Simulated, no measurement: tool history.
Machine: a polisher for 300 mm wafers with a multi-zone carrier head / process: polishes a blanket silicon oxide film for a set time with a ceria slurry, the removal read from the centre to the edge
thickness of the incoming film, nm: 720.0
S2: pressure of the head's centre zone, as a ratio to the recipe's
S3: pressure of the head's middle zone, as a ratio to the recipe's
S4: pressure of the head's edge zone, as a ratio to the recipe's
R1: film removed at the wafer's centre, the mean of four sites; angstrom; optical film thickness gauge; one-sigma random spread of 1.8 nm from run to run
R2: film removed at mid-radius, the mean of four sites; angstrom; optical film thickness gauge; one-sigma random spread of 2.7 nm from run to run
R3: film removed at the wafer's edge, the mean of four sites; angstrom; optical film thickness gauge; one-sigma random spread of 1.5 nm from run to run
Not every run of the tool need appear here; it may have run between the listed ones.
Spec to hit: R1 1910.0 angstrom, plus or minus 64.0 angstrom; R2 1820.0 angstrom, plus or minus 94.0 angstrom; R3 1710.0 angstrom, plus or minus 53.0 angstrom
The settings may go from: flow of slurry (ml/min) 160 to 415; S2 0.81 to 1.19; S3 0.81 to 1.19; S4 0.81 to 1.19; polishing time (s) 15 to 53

run 1 hour=0.0 | flow_of_slurry_(ml/min)=265 S2=1.00 S3=1.00 S4=1.00 polishing_time_(s)=34 | R1=2617.4 R2=2543.1 R3=2527.3
run 2 hour=7.1 | flow_of_slurry_(ml/min)=230 S2=1.00 S3=1.00 S4=1.00 polishing_time_(s)=34 | R1=2541.7 R2=2453.4 R3=2518.6
run 3 hour=8.9 | flow_of_slurry_(ml/min)=265 S2=1.00 S3=0.99 S4=0.97 polishing_time_(s)=30 | R1=2310.3 R2=2275.6 R3=2209.7
run 4 hour=17.9 | flow_of_slurry_(ml/min)=265 S2=1.00 S3=0.99 S4=0.91 polishing_time_(s)=30 | R1=2262.4 R2=2211.4 R3=2091.5
run 5 hour=22.2 | flow_of_slurry_(ml/min)=265 S2=1.00 S3=0.97 S4=0.89 polishing_time_(s)=28 | R1=2135.5 R2=2055.7 R3=1991.2
run 6 hour=28.1 | flow_of_slurry_(ml/min)=265 S2=1.00 S3=0.97 S4=0.95 polishing_time_(s)=28 | R1=2154.9 R2=2080.2 R3=2046.3
run 7 hour=35.1 | flow_of_slurry_(ml/min)=265 S2=1.00 S3=0.97 S4=0.92 polishing_time_(s)=27 | R1=2083.5 R2=1961.3 R3=1905.4
run 8 hour=39.0 | flow_of_slurry_(ml/min)=255 S2=1.00 S3=0.97 S4=0.89 polishing_time_(s)=27 | R1=2061.6 R2=1955.6 R3=1913.3
run 9 hour=47.1 | flow_of_slurry_(ml/min)=255 S2=1.00 S3=0.97 S4=0.87 polishing_time_(s)=26 | R1=1969.2 R2=1954.5 R3=1772.9
run 10 hour=52.5 | flow_of_slurry_(ml/min)=245 S2=1.00 S3=0.95 S4=0.86 polishing_time_(s)=26 | R1=1935.0 R2=1908.7 R3=1802.7
run 11 hour=58.9 | flow_of_slurry_(ml/min)=250 S2=1.01 S3=0.94 S4=0.85 polishing_time_(s)=26 | R1=2003.7 R2=1811.6 R3=1766.9
run 12 hour=61.2 | flow_of_slurry_(ml/min)=240 S2=1.01 S3=0.94 S4=0.84 polishing_time_(s)=26 | R1=1982.0 R2=1846.0 R3=1764.4
run 13 hour=69.3 | flow_of_slurry_(ml/min)=235 S2=1.01 S3=0.94 S4=0.83 polishing_time_(s)=26 | R1=1983.4 R2=1841.2 R3=1751.2

Below are 5 possible settings for the next run. Only one of them brings all results inside the allowed miss of their targets. Which is it?
run A hour=77.4 | flow_of_slurry_(ml/min)=310 S2=0.96 S3=0.87 S4=1.01 polishing_time_(s)=24 | R1=? R2=? R3=?
run B hour=77.4 | flow_of_slurry_(ml/min)=295 S2=1.02 S3=0.95 S4=0.83 polishing_time_(s)=27 | R1=? R2=? R3=?
run C hour=77.4 | flow_of_slurry_(ml/min)=210 S2=0.95 S3=0.82 S4=0.88 polishing_time_(s)=25 | R1=? R2=? R3=?
run D hour=77.4 | flow_of_slurry_(ml/min)=265 S2=1.00 S3=0.96 S4=0.85 polishing_time_(s)=25 | R1=? R2=? R3=?
run E hour=77.4 | flow_of_slurry_(ml/min)=160 S2=0.94 S3=0.99 S4=0.85 polishing_time_(s)=26 | R1=? R2=? R3=?

move=A R1=1772.4 R2=1634.6 R3=1835.3
move=B R1=2110.1 R2=1953.9 R3=1877.1
move=C R1=1745.5 R2=1566.1 R3=1738.9
move=D R1=1893.5 R2=1804.7 R3=1742.6
move=E R1=1725.1 R2=1804.3 R3=1729.1
A: takes the result that was furthest off past its target
B: lands further from the targets than the last run did
C: takes the result that was furthest off past its target
D: every result within its allowed miss
E: takes the result that was furthest off past its target
The move that meets every target is D.

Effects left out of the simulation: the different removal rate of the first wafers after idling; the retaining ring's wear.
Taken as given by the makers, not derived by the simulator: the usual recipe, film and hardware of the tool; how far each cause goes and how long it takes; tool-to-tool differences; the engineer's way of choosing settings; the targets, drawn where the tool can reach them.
